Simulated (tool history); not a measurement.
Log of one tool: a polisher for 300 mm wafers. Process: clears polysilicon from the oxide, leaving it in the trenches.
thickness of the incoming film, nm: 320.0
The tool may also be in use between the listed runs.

run	hour	flow of slurry (ml/min)	pressure of the wafer on the pad (kPa)	speed of the pad under the wafer (cm/s)	overpolish time after the end point (s)	time until the end point was called (s)	dishing of a wide line in a test structure (angstrom)
1	0	190	17.2	78	10	28.458	220.58
2	6.6	190	17.2	58	10	38.101	220.07
3	9.3	190	19.3	62	8	32.557	220.74
4	17.5	190	17.2	62	8	34.925	216.38
5	22.1	190	17.2	62	10	34.466	212.87
6	25.8	210	17.2	62	10	35.142	214.29
7	30.1	230	18.6	68	10	29.606	229.08

Forecast run 8:
8	31.9	180	23.4	86	5	?	?

Run 8 gave time until the end point was called (s) 19.205, dishing of a wide line in a test structure (angstrom) 221.99.
